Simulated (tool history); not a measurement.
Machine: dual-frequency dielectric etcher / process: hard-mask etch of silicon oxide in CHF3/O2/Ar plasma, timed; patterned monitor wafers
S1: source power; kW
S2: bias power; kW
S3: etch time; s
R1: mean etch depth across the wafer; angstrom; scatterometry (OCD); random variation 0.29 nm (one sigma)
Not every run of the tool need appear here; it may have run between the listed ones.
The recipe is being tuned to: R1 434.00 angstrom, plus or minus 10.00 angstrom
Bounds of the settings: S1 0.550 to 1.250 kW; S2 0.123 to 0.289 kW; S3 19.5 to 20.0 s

{"run": 1, "hour": 0.0, "S1": 0.9, "S2": 0.206, "S3": 19.5, "R1": 480.54}
{"run": 2, "hour": 7.6, "S1": 0.85, "S2": 0.203, "S3": 19.5, "R1": 471.82}
{"run": 3, "hour": 15.0, "S1": 0.85, "S2": 0.236, "S3": 19.5, "R1": 490.1}
{"run": 4, "hour": 15.6, "S1": 0.79, "S2": 0.231, "S3": 19.5, "R1": 481.88}
{"run": 5, "hour": 17.6, "S1": 0.74, "S2": 0.221, "S3": 19.5, "R1": 463.73}
{"run": 6, "hour": 23.9, "S1": 0.71, "S2": 0.218, "S3": 19.5, "R1": 454.06}
{"run": 7, "hour": 29.0, "S1": 0.69, "S2": 0.216, "S3": 19.5, "R1": 447.31}
{"run": 8, "hour": 37.1, "S1": 0.68, "S2": 0.215, "S3": 19.5, "R1": 447.34}

Consider the 5 candidate settings below. Which is the only one whose results all fall within their allowed miss of target?
{"run": "A", "hour": 45.2, "S1": 0.72, "S2": 0.222, "S3": 20.0, "R1": "?"}
{"run": "B", "hour": 45.2, "S1": 0.63, "S2": 0.24, "S3": 20.0, "R1": "?"}
{"run": "C", "hour": 45.2, "S1": 0.64, "S2": 0.215, "S3": 19.5, "R1": "?"}
{"run": "D", "hour": 45.2, "S1": 0.7, "S2": 0.22, "S3": 20.0, "R1": "?"}
{"run": "E", "hour": 45.2, "S1": 0.77, "S2": 0.202, "S3": 20.0, "R1": "?"}

move=A R1=468.65
move=B R1=459.05
move=C R1=433.55
move=D R1=462.57
move=E R1=465.25
A: the biggest miss grows against the last run
B: the biggest miss grows against the last run
C: every result within its allowed miss
D: the biggest miss grows against the last run
E: the biggest miss grows against the last run
Go with C: it meets all targets.
